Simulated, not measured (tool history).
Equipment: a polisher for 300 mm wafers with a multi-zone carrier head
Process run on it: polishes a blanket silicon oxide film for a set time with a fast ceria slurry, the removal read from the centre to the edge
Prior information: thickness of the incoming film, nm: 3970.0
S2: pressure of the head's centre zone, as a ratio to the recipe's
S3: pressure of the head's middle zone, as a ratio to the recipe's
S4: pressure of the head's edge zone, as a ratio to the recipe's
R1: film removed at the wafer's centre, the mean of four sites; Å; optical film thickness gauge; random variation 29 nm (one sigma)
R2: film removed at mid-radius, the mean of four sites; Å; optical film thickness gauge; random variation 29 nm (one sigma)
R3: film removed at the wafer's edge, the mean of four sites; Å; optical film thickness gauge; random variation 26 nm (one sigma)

Run 1, day 0: flow of slurry (ml/min) 170, S2 1, S3 1, S4 1, polishing time (s) 74. Result: R1 16577 Å, R2 16178 Å, R3 15964 Å.
Run 2, day 0.071: flow of slurry (ml/min) 175, S2 1.01, S3 1.01, S4 1.02, polishing time (s) 77. Result: R1 17374 Å, R2 16874 Å, R3 17009 Å.
Run 3, day 0.392: flow of slurry (ml/min) 160, S2 1.01, S3 1.01, S4 1.02, polishing time (s) 77. Result: R1 17180 Å, R2 17016 Å, R3 16787 Å.
Run 4, day 0.75: flow of slurry (ml/min) 165, S2 1.03, S3 1.03, S4 1.04, polishing time (s) 79. Result: R1 17964 Å, R2 17409 Å, R3 17257 Å.
Run 5, day 1.112: flow of slurry (ml/min) 170, S2 1.04, S3 1.04, S4 1.04, polishing time (s) 82. Result: R1 19244 Å, R2 18802 Å, R3 18364 Å.
Run 6, day 1.4: flow of slurry (ml/min) 180, S2 1.05, S3 1.05, S4 1.05, polishing time (s) 83. Result: R1 19528 Å, R2 18746 Å, R3 18612 Å.
Run 7, day 1.55: flow of slurry (ml/min) 180, S2 1.06, S3 1.06, S4 1.05, polishing time (s) 85. Result: R1 20340 Å, R2 19381 Å, R3 18948 Å.
Run 8, day 1.925: flow of slurry (ml/min) 180, S2 1.07, S3 1.07, S4 1.06, polishing time (s) 87. Result: R1 20656 Å, R2 19952 Å, R3 19330 Å.
Run 9, day 2.008: flow of slurry (ml/min) 185, S2 1.08, S3 1.07, S4 1.06, polishing time (s) 88. Result: R1 21649 Å, R2 20317 Å, R3 19929 Å.
Run 10, day 2.238: flow of slurry (ml/min) 190, S2 1.08, S3 1.08, S4 1.07, polishing time (s) 89. Result: R1 21967 Å, R2 21078 Å, R3 20357 Å.
Run 11, day 2.454: flow of slurry (ml/min) 195, S2 1.08, S3 1.08, S4 1.08, polishing time (s) 89. Result: R1 22101 Å, R2 21092 Å, R3 20370 Å.

Run 12 is up next; what results do you expect?
Run 12, day 2.825: flow of slurry (ml/min) 200, S2 1.08, S3 1.08, S4 1.09, polishing time (s) 89. Result: R1 ?, R2 ?, R3 ?.

{"run 12": {"R1": 22021, "R2": 20801, "R3": 20822}}

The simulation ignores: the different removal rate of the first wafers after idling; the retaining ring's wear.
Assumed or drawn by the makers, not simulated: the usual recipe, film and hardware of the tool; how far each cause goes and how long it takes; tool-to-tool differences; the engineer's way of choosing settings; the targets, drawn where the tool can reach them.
